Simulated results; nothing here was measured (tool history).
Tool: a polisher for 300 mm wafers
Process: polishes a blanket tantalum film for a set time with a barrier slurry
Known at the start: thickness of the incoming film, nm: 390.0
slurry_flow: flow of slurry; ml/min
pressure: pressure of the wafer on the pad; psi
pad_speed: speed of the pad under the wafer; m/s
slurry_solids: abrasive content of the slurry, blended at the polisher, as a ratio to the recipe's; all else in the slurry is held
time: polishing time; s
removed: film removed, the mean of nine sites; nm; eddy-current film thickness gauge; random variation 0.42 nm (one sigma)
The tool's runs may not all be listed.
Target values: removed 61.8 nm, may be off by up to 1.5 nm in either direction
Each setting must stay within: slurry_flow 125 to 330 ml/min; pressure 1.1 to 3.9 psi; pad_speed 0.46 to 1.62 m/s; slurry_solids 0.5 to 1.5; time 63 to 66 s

| run | day | slurry_flow | pressure | pad_speed | slurry_solids | time | removed |
|---|---|---|---|---|---|---|---|
| 1 | 0 | 210 | 2.5 | 1.04 | 1 | 63 | 125.93 |
| 2 | 0.042 | 205 | 2.1 | 1 | 1 | 63 | 102.35 |
| 3 | 0.229 | 205 | 2.1 | 0.92 | 1 | 63 | 94.261 |
| 4 | 0.55 | 200 | 1.8 | 0.92 | 1 | 63 | 81.015 |
| 5 | 0.738 | 200 | 1.5 | 0.92 | 1 | 63 | 67.556 |
| 6 | 0.767 | 195 | 1.5 | 0.92 | 1 | 63 | 67.793 |
| 7 | 0.833 | 185 | 1.5 | 0.92 | 1 | 63 | 66.386 |
| 8 | 1.062 | 175 | 1.5 | 0.92 | 1 | 63 | 67.23 |
|  | 1.258 | worn pad replaced by a new one |
| 9 | 1.258 | 170 | 1.5 | 0.92 | 1 | 63 | 73.62 |

Which one of the following 4 next-run settings gets every result inside its allowed miss? There is exactly one.
| A | 1.454 | 125 | 1.6 | 0.66 | 1.25 | 66 | ? |
| B | 1.454 | 210 | 1.4 | 0.7 | 1.4 | 64 | ? |
| C | 1.454 | 165 | 1.5 | 0.78 | 0.75 | 66 | ? |
| D | 1.454 | 155 | 1.2 | 0.92 | 1 | 63 | ? |

| move | removed |
|---|---|
| A | 58.707 |
| B | 58.895 |
| C | 61.993 |
| D | 58.678 |
A: moves the result that the last run missed by most past its target, out the other side
B: moves the result that the last run missed by most past its target, out the other side
C: hits every target within its allowed miss
D: moves the result that the last run missed by most past its target, out the other side
Answer: C

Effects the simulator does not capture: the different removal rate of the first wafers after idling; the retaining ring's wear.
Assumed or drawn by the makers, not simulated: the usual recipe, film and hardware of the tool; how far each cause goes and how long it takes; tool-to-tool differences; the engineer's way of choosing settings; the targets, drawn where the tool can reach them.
